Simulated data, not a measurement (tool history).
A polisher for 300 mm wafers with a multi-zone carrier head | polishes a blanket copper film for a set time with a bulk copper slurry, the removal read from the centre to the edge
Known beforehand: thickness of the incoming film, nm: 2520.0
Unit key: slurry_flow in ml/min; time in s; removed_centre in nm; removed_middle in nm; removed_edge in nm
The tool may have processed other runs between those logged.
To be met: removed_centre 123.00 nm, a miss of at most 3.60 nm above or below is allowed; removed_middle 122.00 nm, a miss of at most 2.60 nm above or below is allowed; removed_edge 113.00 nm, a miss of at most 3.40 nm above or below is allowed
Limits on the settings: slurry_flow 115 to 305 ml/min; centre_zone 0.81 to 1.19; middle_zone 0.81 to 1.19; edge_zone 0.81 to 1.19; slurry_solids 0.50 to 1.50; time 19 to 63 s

run	day	slurry_flow	centre_zone	middle_zone	edge_zone	slurry_solids	time	removed_centre	removed_middle	removed_edge
1	0.000	195	1.00	1.00	1.00	1.00	41	224.26	223.14	220.16
2	0.100	195	1.00	1.00	1.00	1.10	41	229.01	228.27	227.41
3	0.362	190	0.98	0.98	0.94	0.90	35	186.28	184.14	181.57
4	0.592	190	0.98	0.98	0.94	0.90	28	149.00	147.23	147.00
5	0.942	185	0.98	0.99	0.90	0.75	26	134.02	133.96	129.03
6	1.138	160	0.98	0.99	0.90	0.75	26	130.83	131.03	127.27
7	1.383	150	0.99	0.99	0.87	0.70	26	129.01	129.85	123.63
8	1.621	145	1.00	0.99	0.85	0.65	26	129.03	125.62	120.67
9	1.762	140	1.00	1.00	0.84	0.60	26	127.24	126.31	118.17

Exercise: of the 4 proposed moves below, exactly one satisfies all targets within the stated allowed misses. Which move is it?
A	1.904	145	1.00	1.01	0.83	0.65	26	?	?	?
B	1.904	125	0.94	0.99	0.89	0.80	26	?	?	?
C	1.904	125	0.94	1.02	0.81	0.65	27	?	?	?
D	1.904	125	1.01	1.01	0.81	0.50	26	?	?	?

move	removed_centre	removed_middle	removed_edge
A	127.82	129.20	119.65
B	122.12	128.47	124.35
C	123.23	132.00	121.18
D	121.54	122.22	112.92
A: its largest miss is bigger than the last run's
B: its largest miss is bigger than the last run's
C: its largest miss is bigger than the last run's
D: all results in spec
So the answer is move D, the one that meets all the targets.
